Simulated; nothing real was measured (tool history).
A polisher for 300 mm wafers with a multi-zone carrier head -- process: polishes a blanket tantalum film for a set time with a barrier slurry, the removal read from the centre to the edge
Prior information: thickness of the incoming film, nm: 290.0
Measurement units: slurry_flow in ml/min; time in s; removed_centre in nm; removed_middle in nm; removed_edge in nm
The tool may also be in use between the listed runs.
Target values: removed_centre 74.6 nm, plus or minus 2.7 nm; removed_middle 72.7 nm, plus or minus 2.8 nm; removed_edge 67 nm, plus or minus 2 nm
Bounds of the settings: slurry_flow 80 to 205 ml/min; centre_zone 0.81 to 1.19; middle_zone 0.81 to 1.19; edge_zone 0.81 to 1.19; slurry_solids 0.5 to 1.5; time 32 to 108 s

run  hour  slurry_flow  centre_zone  middle_zone  edge_zone  slurry_solids  time  removed_centre  removed_middle  removed_edge
  1     0          135            1            1          1              1    70          60.402           62.05        60.478
  2   7.8          120            1            1          1              1    70          58.725          60.181        58.609
  3  13.5          120            1            1       0.95              1    70          58.555          59.127        57.671
  4  16.6          120            1            1       0.95            1.1    70          60.349          62.432        59.112
  5  17.9          135         1.02            1       0.96            1.1    70          63.484          62.824        59.675
  6  20.3          135         0.99            1       0.96            1.1    70          61.576          63.191        60.173
  7  24.2          145         1.01         1.01       0.98            1.1    70          65.198          66.074        61.186
  8  26.7          155         1.01            1          1            1.1    70            64.6          65.227        62.733
  9  27.4          165         1.03         1.01       1.01            1.1    70          67.103          65.828        63.497

Which one of the following 4 next-run settings gets every result inside its allowed miss? There is exactly one.
  A  28.1          175         1.11         0.99       1.06           1.25    69               ?               ?             ?
  B  28.1          160         1.16         1.18       0.89            1.1    74               ?               ?             ?
  C  28.1          180         1.07         1.09       0.84           1.25    66               ?               ?             ?
  D  28.1          180         1.01         0.97        0.9              1    80               ?               ?             ?

move  removed_centre  removed_middle  removed_edge
   A          73.533          67.515        67.301
   B          78.132          79.775        63.102
   C          68.196          70.453        57.836
   D          72.853          72.335        67.723
A: puts the biggest miss on target and leaves a different result outside tolerance
B: takes the biggest miss from the last run beyond its target
C: the biggest miss grows against the last run
D: every result lands within tolerance
The right move is D.
